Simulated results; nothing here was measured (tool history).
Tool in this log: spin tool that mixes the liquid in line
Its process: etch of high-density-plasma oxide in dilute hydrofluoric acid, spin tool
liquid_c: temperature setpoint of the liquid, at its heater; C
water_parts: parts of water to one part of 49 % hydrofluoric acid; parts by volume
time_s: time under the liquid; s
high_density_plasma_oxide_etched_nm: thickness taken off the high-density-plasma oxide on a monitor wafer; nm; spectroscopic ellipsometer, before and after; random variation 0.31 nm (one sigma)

| run | day | liquid_c | water_parts | time_s | high_density_plasma_oxide_etched_nm |
|---|---|---|---|---|---|
| 1 | 0.000 | 23.0 | 295 | 305 | 5.1324 |
| 2 | 0.083 | 24.5 | 240 | 310 | 7.2471 |
| 3 | 0.125 | 25.5 | 200 | 310 | 9.2961 |
| 4 | 0.196 | 22.5 | 200 | 310 | 8.5115 |
| 5 | 0.562 | 22.5 | 200 | 305 | 8.3395 |
| 6 | 0.733 | 23.5 | 170 | 310 | 10.5060 |
| 7 | 1.004 | 23.5 | 170 | 310 | 10.6390 |
| 8 | 1.292 | 24.5 | 145 | 310 | 13.4420 |
| 9 | 1.383 | 25.5 | 135 | 310 | 15.1850 |
|  | 1.646 | thermometer replaced |
| 10 | 1.646 | 26.5 | 130 | 310 | 15.1890 |
| 11 | 1.908 | 27.0 | 120 | 310 | 17.3820 |

The next listed run, before its measurement:
| 12 | 1.938 | 27.5 | 120 | 310 | ? |

For run 12 the tool returned high_density_plasma_oxide_etched_nm 17.5990 nm.
